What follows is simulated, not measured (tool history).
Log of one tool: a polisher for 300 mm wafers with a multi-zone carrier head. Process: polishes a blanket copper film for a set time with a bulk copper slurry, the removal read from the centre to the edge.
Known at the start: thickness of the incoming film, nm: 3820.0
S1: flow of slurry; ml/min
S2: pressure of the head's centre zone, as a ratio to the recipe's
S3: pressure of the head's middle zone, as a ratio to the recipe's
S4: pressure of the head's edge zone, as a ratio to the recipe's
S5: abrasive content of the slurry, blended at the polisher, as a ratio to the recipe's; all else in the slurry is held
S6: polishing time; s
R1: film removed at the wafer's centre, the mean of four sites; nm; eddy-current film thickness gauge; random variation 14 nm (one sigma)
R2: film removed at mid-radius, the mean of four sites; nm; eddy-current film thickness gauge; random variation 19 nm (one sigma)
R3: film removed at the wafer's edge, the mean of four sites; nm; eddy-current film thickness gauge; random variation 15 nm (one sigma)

{"run": 1, "day": 0.0, "S1": 130, "S2": 1, "S3": 1, "S4": 1, "S5": 1, "S6": 87, "R1": 1010.6, "R2": 1024.3, "R3": 1023.2}
{"run": 2, "day": 0.267, "S1": 145, "S2": 1.04, "S3": 1.04, "S4": 1.02, "S5": 1.1, "S6": 88, "R1": 1099.9, "R2": 1183.8, "R3": 1097}
{"run": 3, "day": 0.3, "S1": 145, "S2": 1.04, "S3": 1.04, "S4": 1.08, "S5": 1.1, "S6": 88, "R1": 1092.7, "R2": 1179.1, "R3": 1103.9}
{"run": 4, "day": 0.558, "S1": 145, "S2": 1.04, "S3": 1.04, "S4": 1.08, "S5": 1.25, "S6": 88, "R1": 1135.4, "R2": 1156.8, "R3": 1127.8}
{"run": 5, "day": 0.804, "S1": 145, "S2": 1.04, "S3": 1.04, "S4": 1.08, "S5": 1.15, "S6": 88, "R1": 1111.9, "R2": 1163.6, "R3": 1097.5}
{"run": 6, "day": 1.175, "S1": 145, "S2": 0.98, "S3": 1.04, "S4": 1.08, "S5": 1.15, "S6": 88, "R1": 1056.8, "R2": 1177.7, "R3": 1111.6}
{"run": 7, "day": 1.429, "S1": 160, "S2": 1.03, "S3": 1.04, "S4": 1.07, "S5": 1.2, "S6": 89, "R1": 1146.5, "R2": 1191, "R3": 1124.6}

Forecast run 8:
{"run": 8, "day": 1.804, "S1": 160, "S2": 1.06, "S3": 1.05, "S4": 1.07, "S5": 1.25, "S6": 90, "R1": "?", "R2": "?", "R3": "?"}

R1: 1196 nm
R2: 1225.5 nm
R3: 1159.1 nm
